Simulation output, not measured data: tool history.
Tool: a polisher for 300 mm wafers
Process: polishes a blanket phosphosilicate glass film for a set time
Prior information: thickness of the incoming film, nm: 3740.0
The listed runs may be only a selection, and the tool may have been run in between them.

run	hour	flow of slurry (ml/min)	pressure of the wafer on the pad (psi)	speed of the pad under the wafer (cm/s)	abrasive content of the slurry	polishing time (s)	film removed (Å)
1	0	225	3.1	100	1	104	7186.8
2	2.7	225	3.1	100	0.85	104	6681.5
3	8.6	230	3.5	100	0.85	104	7436.1
4	14.3	230	3.9	100	0.85	104	8226.5
5	22.5	230	4.2	100	0.85	104	8958.3
6	23.6	230	4.2	100	0.85	109	9337
7	29.6	235	4.3	100	0.85	109	9638.6

Estimate the outcome of run 8 from the log above:
8	37.5	235	4.4	100	0.85	109	?

Run 8 gave film removed (Å) 9798.9.

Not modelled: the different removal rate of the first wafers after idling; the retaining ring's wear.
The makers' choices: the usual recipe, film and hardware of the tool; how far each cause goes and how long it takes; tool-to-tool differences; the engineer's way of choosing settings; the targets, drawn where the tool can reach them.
